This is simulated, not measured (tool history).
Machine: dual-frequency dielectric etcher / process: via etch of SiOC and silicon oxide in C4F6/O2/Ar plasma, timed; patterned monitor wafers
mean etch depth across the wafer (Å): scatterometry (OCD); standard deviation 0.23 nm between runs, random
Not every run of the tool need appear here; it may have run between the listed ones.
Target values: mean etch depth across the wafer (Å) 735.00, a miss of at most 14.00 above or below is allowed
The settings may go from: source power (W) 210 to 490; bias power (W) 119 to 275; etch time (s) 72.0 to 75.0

run	hour	source power (W)	bias power (W)	etch time (s)	mean etch depth across the wafer (Å)
1	0.0	350	197	72.0	845.89
2	4.7	320	194	72.0	807.25
3	6.3	290	194	72.0	783.58
4	13.0	230	194	72.0	716.52
5	19.1	230	164	72.0	673.05
6	21.4	230	140	72.0	631.33
7	26.9	260	142	72.0	669.57
8	33.0	280	143	72.0	690.81
9	36.5	290	144	72.0	699.38
10	41.7	300	145	72.0	714.80
11	47.1	310	146	72.0	721.26

Of the 5 settings listed for the next run, only one would bring every result within its allowed miss of target. Which one?
A	52.5	340	125	72.0	?
B	52.5	260	149	73.5	?
C	52.5	360	132	72.5	?
D	52.5	270	153	72.0	?
E	52.5	360	119	72.0	?

move	mean etch depth across the wafer (Å)
A	701.13
B	688.75
C	736.18
D	691.22
E	704.37
A: moves away from the targets compared with the last run
B: moves away from the targets compared with the last run
C: all results land within tolerance of their targets
D: moves away from the targets compared with the last run
E: moves away from the targets compared with the last run
C meets every target.
